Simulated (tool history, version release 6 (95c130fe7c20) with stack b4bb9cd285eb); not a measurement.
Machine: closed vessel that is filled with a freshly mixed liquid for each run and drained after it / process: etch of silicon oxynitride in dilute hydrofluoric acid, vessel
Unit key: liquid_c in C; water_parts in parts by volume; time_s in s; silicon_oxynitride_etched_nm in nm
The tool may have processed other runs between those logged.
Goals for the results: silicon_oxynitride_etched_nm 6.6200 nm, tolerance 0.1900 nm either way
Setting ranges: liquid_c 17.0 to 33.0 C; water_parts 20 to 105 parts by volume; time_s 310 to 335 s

| run | hour | liquid_c | water_parts | time_s | silicon_oxynitride_etched_nm |
|---|---|---|---|---|---|
| 1 | 0.0 | 25.0 | 55 | 310 | 13.2280 |
| 2 | 7.1 | 22.5 | 60 | 310 | 10.6950 |
| 3 | 13.1 | 22.5 | 50 | 310 | 12.8320 |
| 4 | 21.5 | 22.5 | 30 | 310 | 21.7280 |
| 5 | 24.6 | 21.0 | 45 | 310 | 13.2840 |
| 6 | 32.4 | 21.0 | 30 | 310 | 20.1940 |
| 7 | 40.1 | 19.5 | 40 | 310 | 13.9840 |
| 8 | 43.9 | 18.5 | 50 | 310 | 10.5180 |
| 9 | 52.5 | 18.0 | 55 | 310 | 9.3414 |
| 10 | 61.3 | 17.5 | 60 | 310 | 8.3035 |
| 11 | 66.4 | 17.0 | 75 | 310 | 6.3741 |

Consider the 5 candidate settings below. Which is the only one whose results all fall within their allowed miss of target?
| A | 71.5 | 18.5 | 85 | 335 | ? |
| B | 71.5 | 21.0 | 100 | 335 | ? |
| C | 71.5 | 17.0 | 85 | 315 | ? |
| D | 71.5 | 19.0 | 85 | 315 | ? |
| E | 71.5 | 18.5 | 90 | 335 | ? |

| move | silicon_oxynitride_etched_nm |
|---|---|
| A | 6.5213 |
| B | 6.2017 |
| C | 5.6867 |
| D | 6.2867 |
| E | 6.1379 |
A: hits every target within its allowed miss
B: lands further from the targets than the last run did
C: lands further from the targets than the last run did
D: lands further from the targets than the last run did
E: lands further from the targets than the last run did
So the answer is move A, the one that meets all the targets.
